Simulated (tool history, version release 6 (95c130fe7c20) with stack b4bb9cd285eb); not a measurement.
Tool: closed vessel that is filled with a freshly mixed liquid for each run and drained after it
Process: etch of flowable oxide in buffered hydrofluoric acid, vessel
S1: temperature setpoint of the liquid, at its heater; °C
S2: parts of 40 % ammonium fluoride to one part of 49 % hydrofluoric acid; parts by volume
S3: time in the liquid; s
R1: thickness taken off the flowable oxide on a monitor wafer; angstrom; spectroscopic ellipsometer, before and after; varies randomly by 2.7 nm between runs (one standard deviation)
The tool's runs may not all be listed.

run	hour	S1	S2	S3	R1
1	0	21	21.5	95	1359.8
2	4.7	23	18.5	95	1707
3	6.1	23	18.5	95	1697.8
4	11.7	23	16	95	1990.6
5	16.9	20	16	95	1673.3
6	21.6	22	15	95	2019.1
7	22.8	23.5	14.5	95	2246.1

Expected results for the next run?
8	30.4	25	14	95	?

R1: 2507.4 angstrom
